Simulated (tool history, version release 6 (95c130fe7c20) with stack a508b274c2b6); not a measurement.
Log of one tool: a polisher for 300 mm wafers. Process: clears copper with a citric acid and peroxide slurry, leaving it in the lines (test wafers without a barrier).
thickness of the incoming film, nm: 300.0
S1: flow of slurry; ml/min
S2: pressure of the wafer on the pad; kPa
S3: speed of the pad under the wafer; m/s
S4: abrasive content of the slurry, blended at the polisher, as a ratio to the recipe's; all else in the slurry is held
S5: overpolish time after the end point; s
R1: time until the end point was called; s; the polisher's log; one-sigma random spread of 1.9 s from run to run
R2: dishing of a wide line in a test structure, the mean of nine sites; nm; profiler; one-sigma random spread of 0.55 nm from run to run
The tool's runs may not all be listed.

Run 1, hour 0.0: S1 300 ml/min, S2 20.7 kPa, S3 0.90 m/s, S4 1.0, S5 18 s. Result: R1 195.62 s, R2 19.991 nm.
Run 2, hour 2.5: S1 350 ml/min, S2 20.7 kPa, S3 0.90 m/s, S4 1.0, S5 18 s. Result: R1 184.99 s, R2 20.417 nm.
Run 3, hour 4.0: S1 330 ml/min, S2 23.4 kPa, S3 0.92 m/s, S4 1.0, S5 20 s. Result: R1 167.12 s, R2 25.131 nm.
Run 4, hour 7.1: S1 325 ml/min, S2 25.5 kPa, S3 0.94 m/s, S4 1.0, S5 21 s. Result: R1 153.50 s, R2 29.461 nm.
At hour 7.9: worn pad replaced by a new one.
Run 5, hour 7.9: S1 280 ml/min, S2 25.5 kPa, S3 0.94 m/s, S4 1.0, S5 21 s. Result: R1 140.47 s, R2 31.539 nm.
Run 6, hour 12.1: S1 275 ml/min, S2 26.2 kPa, S3 0.94 m/s, S4 1.0, S5 22 s. Result: R1 133.72 s, R2 33.308 nm.
Run 7, hour 18.0: S1 280 ml/min, S2 26.9 kPa, S3 0.94 m/s, S4 1.0, S5 23 s. Result: R1 131.40 s, R2 36.827 nm.

Run 8 has not been measured yet. What should we expect?
Run 8, hour 20.0: S1 270 ml/min, S2 27.6 kPa, S3 0.94 m/s, S4 1.0, S5 23 s. Result: R1 ?, R2 ?.

R1: 131.33 s
R2: 36.376 nm
